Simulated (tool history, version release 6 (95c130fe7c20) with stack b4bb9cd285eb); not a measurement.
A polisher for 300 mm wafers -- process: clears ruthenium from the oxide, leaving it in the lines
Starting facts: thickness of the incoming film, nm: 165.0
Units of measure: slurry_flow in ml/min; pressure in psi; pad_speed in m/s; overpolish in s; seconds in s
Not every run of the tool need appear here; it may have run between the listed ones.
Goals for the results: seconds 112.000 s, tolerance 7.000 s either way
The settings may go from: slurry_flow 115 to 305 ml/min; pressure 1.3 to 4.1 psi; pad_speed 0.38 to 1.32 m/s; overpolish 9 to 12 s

Run 1, hour 0.0: slurry_flow 195 ml/min, pressure 2.7 psi, pad_speed 0.84 m/s, overpolish 12 s. Result: seconds 156.970 s.
Run 2, hour 3.2: slurry_flow 195 ml/min, pressure 2.8 psi, pad_speed 0.84 m/s, overpolish 12 s. Result: seconds 152.780 s.
Run 3, hour 8.1: slurry_flow 195 ml/min, pressure 2.9 psi, pad_speed 0.84 m/s, overpolish 12 s. Result: seconds 145.780 s.
Run 4, hour 11.8: slurry_flow 195 ml/min, pressure 2.9 psi, pad_speed 0.84 m/s, overpolish 9 s. Result: seconds 150.710 s.
Run 5, hour 13.5: slurry_flow 195 ml/min, pressure 3.0 psi, pad_speed 0.84 m/s, overpolish 9 s. Result: seconds 142.850 s.
Run 6, hour 15.9: slurry_flow 170 ml/min, pressure 3.0 psi, pad_speed 0.84 m/s, overpolish 9 s. Result: seconds 145.060 s.
Run 7, hour 22.7: slurry_flow 170 ml/min, pressure 3.1 psi, pad_speed 0.84 m/s, overpolish 9 s. Result: seconds 143.910 s.
Run 8, hour 25.4: slurry_flow 170 ml/min, pressure 3.2 psi, pad_speed 0.84 m/s, overpolish 9 s. Result: seconds 131.560 s.
Run 9, hour 30.2: slurry_flow 170 ml/min, pressure 3.4 psi, pad_speed 0.84 m/s, overpolish 9 s. Result: seconds 128.290 s.

Which one of the following 4 next-run settings gets every result inside its allowed miss? There is exactly one.
Run A, hour 35.0: slurry_flow 170 ml/min, pressure 3.4 psi, pad_speed 1.16 m/s, overpolish 10 s. Result: seconds ?.
Run B, hour 35.0: slurry_flow 185 ml/min, pressure 3.8 psi, pad_speed 0.96 m/s, overpolish 12 s. Result: seconds ?.
Run C, hour 35.0: slurry_flow 155 ml/min, pressure 4.1 psi, pad_speed 0.90 m/s, overpolish 10 s. Result: seconds ?.
Run D, hour 35.0: slurry_flow 115 ml/min, pressure 3.8 psi, pad_speed 0.92 m/s, overpolish 9 s. Result: seconds ?.

move  seconds
   A   94.462
   B  100.310
   C  100.840
   D  110.310
A: pushes the last run's worst result past its target
B: pushes the last run's worst result past its target
C: pushes the last run's worst result past its target
D: hits every target within its allowed miss
Move D is the one to make.
